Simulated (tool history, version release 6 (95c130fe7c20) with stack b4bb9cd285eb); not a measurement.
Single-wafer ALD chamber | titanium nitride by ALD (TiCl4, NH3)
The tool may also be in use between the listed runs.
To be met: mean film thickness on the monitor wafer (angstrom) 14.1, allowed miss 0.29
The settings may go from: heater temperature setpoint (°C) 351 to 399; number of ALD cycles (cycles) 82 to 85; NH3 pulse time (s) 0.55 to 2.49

run,day,heater temperature setpoint (°C),number of ALD cycles (cycles),NH3 pulse time (s),mean film thickness on the monitor wafer (angstrom)
1,0,375,82,1.52,17.067
2,0.342,375,85,1.52,17.864
3,0.475,370,85,1.52,17.738
4,0.825,365,84,1.26,16.951
5,1.025,370,84,1.26,17.143
6,1.133,370,85,1.26,17.389
7,1.433,365,84,1.07,16.339
8,1.579,353,82,0.58,12.651
# day 1.621: thermocouple changed; heater temperature recalibrated
9,1.621,356,82,0.58,12.739
10,1.733,360,82,0.58,13.228

Which of these 5 next moves meets every target?
A,1.846,358,82,0.58,?
B,1.846,361,84,0.56,?
C,1.846,363,85,0.68,?
D,1.846,362,85,0.61,?
E,1.846,351,83,0.56,?

move,mean film thickness on the monitor wafer (angstrom)
A,13.046
B,13.45
C,14.862
D,14.222
E,12.172
A: further off than the last run
B: nearer than the last run, and not there yet
C: takes the result that was furthest off past its target
D: meets every target
E: further off than the last run
The right move is D.

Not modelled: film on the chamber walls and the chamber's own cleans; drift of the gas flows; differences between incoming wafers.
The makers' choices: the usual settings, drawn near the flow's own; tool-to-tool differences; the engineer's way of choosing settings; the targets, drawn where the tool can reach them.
